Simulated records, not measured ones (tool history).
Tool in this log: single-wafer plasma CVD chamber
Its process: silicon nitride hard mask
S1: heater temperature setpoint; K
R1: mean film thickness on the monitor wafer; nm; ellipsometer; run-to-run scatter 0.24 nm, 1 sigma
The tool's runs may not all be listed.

{"run": 1, "hour": 0.0, "S1": 698.15, "chamber pressure (Torr)": 1.09, "RF power (W)": 230, "deposition time (s)": 72.8, "R1": 60.079}
{"run": 2, "hour": 2.6, "S1": 698.15, "chamber pressure (Torr)": 0.96, "RF power (W)": 220, "deposition time (s)": 72.8, "R1": 55.694}
{"run": 3, "hour": 4.2, "S1": 698.15, "chamber pressure (Torr)": 0.96, "RF power (W)": 250, "deposition time (s)": 72.8, "R1": 60.889}
{"run": 4, "hour": 9.6, "S1": 698.15, "chamber pressure (Torr)": 1.11, "RF power (W)": 250, "deposition time (s)": 72.8, "R1": 63.645}
{"run": 5, "hour": 18.3, "S1": 698.15, "chamber pressure (Torr)": 0.97, "RF power (W)": 235, "deposition time (s)": 72.8, "R1": 58.43}
{"run": 6, "hour": 20.6, "S1": 703.15, "chamber pressure (Torr)": 0.97, "RF power (W)": 235, "deposition time (s)": 72.8, "R1": 58.642}
{"run": 7, "hour": 26.2, "S1": 703.15, "chamber pressure (Torr)": 0.75, "RF power (W)": 200, "deposition time (s)": 72.8, "R1": 47.735}

Predict the results of run 8:
{"run": 8, "hour": 29.0, "S1": 703.15, "chamber pressure (Torr)": 0.77, "RF power (W)": 200, "deposition time (s)": 72.8, "R1": "?"}

R1: 47.863 nm
